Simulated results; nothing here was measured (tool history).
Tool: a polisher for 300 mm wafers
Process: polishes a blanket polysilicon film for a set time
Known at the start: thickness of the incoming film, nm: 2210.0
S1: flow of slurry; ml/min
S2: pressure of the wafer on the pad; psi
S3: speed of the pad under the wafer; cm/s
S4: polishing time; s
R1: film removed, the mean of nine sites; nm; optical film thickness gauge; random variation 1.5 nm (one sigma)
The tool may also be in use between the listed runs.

run	day	S1	S2	S3	S4	R1
1	0.000	145	3.2	124	27	263.06
2	0.183	145	3.2	124	24	235.12
3	0.521	140	3.1	124	24	226.84
4	0.738	135	3.1	124	24	225.12
5	0.800	130	3.1	124	24	222.07
6	1.067	125	3.1	124	24	224.11
7	1.108	125	3.0	124	24	216.90

Run 8 comes next. What will it give?
8	1.183	115	2.8	124	24	?

R1: 200.69 nm

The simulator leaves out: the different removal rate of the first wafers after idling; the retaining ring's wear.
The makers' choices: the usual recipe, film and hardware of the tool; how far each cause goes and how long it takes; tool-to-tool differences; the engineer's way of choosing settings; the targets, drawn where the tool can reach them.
